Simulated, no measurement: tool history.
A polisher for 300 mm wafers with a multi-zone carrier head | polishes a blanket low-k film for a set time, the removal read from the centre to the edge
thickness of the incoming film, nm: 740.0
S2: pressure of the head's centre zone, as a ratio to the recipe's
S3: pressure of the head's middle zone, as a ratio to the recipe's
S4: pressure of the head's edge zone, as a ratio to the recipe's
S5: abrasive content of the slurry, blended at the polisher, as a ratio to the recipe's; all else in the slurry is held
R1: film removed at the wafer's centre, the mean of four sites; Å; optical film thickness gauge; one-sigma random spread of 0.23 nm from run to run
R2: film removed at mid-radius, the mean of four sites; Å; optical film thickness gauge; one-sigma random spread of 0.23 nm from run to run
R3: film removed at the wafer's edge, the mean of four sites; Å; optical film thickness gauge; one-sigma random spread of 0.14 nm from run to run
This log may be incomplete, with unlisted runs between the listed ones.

Run 1, day 0.000: flow of slurry (ml/min) 270, S2 1.00, S3 1.00, S4 1.00, S5 1.00, polishing time (s) 74. Result: R1 217.64 Å, R2 224.61 Å, R3 224.00 Å.
Run 2, day 0.279: flow of slurry (ml/min) 270, S2 1.00, S3 1.00, S4 1.00, S5 1.00, polishing time (s) 59. Result: R1 176.19 Å, R2 181.53 Å, R3 178.48 Å.
Run 3, day 0.479: flow of slurry (ml/min) 270, S2 1.00, S3 1.00, S4 1.00, S5 1.00, polishing time (s) 77. Result: R1 227.75 Å, R2 233.92 Å, R3 229.70 Å.
Run 4, day 0.688: flow of slurry (ml/min) 270, S2 1.00, S3 1.00, S4 0.99, S5 0.95, polishing time (s) 76. Result: R1 227.64 Å, R2 226.80 Å, R3 225.48 Å.
Run 5, day 1.021: flow of slurry (ml/min) 270, S2 1.00, S3 1.00, S4 0.99, S5 0.75, polishing time (s) 76. Result: R1 196.61 Å, R2 205.72 Å, R3 204.51 Å.
Run 6, day 1.317: flow of slurry (ml/min) 270, S2 1.00, S3 1.00, S4 0.99, S5 0.75, polishing time (s) 62. Result: R1 163.35 Å, R2 168.01 Å, R3 165.42 Å.
Run 7, day 1.404: flow of slurry (ml/min) 270, S2 1.00, S3 1.00, S4 0.98, S5 0.75, polishing time (s) 62. Result: R1 164.13 Å, R2 165.99 Å, R3 166.51 Å.
Run 8, day 1.767: flow of slurry (ml/min) 275, S2 1.07, S3 1.06, S4 0.88, S5 0.65, polishing time (s) 62. Result: R1 165.21 Å, R2 167.93 Å, R3 149.32 Å.

Run 9 comes next. What will it give?
Run 9, day 1.842: flow of slurry (ml/min) 275, S2 1.07, S3 1.06, S4 0.89, S5 0.65, polishing time (s) 62. Result: R1 ?, R2 ?, R3 ?.

Run 9 gave R1 166.29 Å, R2 167.76 Å, R3 148.07 Å.
